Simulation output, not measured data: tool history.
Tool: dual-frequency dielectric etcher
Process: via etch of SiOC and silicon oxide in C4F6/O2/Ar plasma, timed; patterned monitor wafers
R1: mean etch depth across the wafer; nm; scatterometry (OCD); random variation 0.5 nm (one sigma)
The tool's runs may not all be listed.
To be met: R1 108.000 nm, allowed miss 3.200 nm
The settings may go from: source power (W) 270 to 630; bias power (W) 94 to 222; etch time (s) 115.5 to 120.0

Run 1, hour 0.0: source power (W) 450, bias power (W) 158, etch time (s) 115.5. Result: R1 141.470 nm.
Run 2, hour 3.4: source power (W) 390, bias power (W) 139, etch time (s) 115.5. Result: R1 125.440 nm.
Run 3, hour 7.5: source power (W) 360, bias power (W) 134, etch time (s) 115.5. Result: R1 118.690 nm.
Run 4, hour 8.5: source power (W) 360, bias power (W) 134, etch time (s) 120.0. Result: R1 123.780 nm.
Run 5, hour 12.8: source power (W) 390, bias power (W) 134, etch time (s) 120.0. Result: R1 128.130 nm.
Run 6, hour 14.8: source power (W) 430, bias power (W) 134, etch time (s) 120.0. Result: R1 136.850 nm.
Run 7, hour 22.2: source power (W) 430, bias power (W) 134, etch time (s) 120.0. Result: R1 135.870 nm.
Run 8, hour 27.7: source power (W) 390, bias power (W) 128, etch time (s) 119.5. Result: R1 126.340 nm.
Run 9, hour 35.6: source power (W) 300, bias power (W) 111, etch time (s) 118.5. Result: R1 102.230 nm.

Which of these 5 next moves meets every target?
Run A, hour 43.5: source power (W) 280, bias power (W) 103, etch time (s) 115.5. Result: R1 ?.
Run B, hour 43.5: source power (W) 270, bias power (W) 112, etch time (s) 117.0. Result: R1 ?.
Run C, hour 43.5: source power (W) 280, bias power (W) 141, etch time (s) 119.0. Result: R1 ?.
Run D, hour 43.5: source power (W) 300, bias power (W) 117, etch time (s) 115.5. Result: R1 ?.
Run E, hour 43.5: source power (W) 280, bias power (W) 112, etch time (s) 120.0. Result: R1 ?.

move       R1
   A   93.228
   B   94.856
   C  106.710
   D  101.460
   E   99.566
A: further off than the last run
B: further off than the last run
C: meets every target
D: further off than the last run
E: further off than the last run
Answer: C

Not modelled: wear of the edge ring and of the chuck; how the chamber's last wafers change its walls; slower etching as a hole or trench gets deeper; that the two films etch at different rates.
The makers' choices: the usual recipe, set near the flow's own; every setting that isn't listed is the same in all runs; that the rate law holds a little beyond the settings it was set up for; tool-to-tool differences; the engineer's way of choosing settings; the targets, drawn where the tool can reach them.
